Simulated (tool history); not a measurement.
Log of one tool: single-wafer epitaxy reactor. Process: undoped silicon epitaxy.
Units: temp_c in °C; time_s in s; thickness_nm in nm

Run 1, day 0: temp_c 640 °C, time_s 369 s. Result: thickness_nm 45.693 nm.
Run 2, day 0.254: temp_c 642 °C, time_s 369 s. Result: thickness_nm 47.888 nm.
Run 3, day 0.333: temp_c 647 °C, time_s 369 s. Result: thickness_nm 53.59 nm.
Run 4, day 0.371: temp_c 648 °C, time_s 369 s. Result: thickness_nm 54.506 nm.
Run 5, day 0.688: temp_c 641 °C, time_s 369 s. Result: thickness_nm 47.438 nm.
Run 6, day 0.804: temp_c 633 °C, time_s 369 s. Result: thickness_nm 39.752 nm.
Run 7, day 0.946: temp_c 637 °C, time_s 370 s. Result: thickness_nm 43.111 nm.
Run 8, day 1.271: temp_c 649 °C, time_s 374 s. Result: thickness_nm 56.756 nm.

The next listed run, before its measurement:
Run 9, day 1.575: temp_c 650 °C, time_s 374 s. Result: thickness_nm ?.

Run 9 gave thickness_nm 57.646 nm.

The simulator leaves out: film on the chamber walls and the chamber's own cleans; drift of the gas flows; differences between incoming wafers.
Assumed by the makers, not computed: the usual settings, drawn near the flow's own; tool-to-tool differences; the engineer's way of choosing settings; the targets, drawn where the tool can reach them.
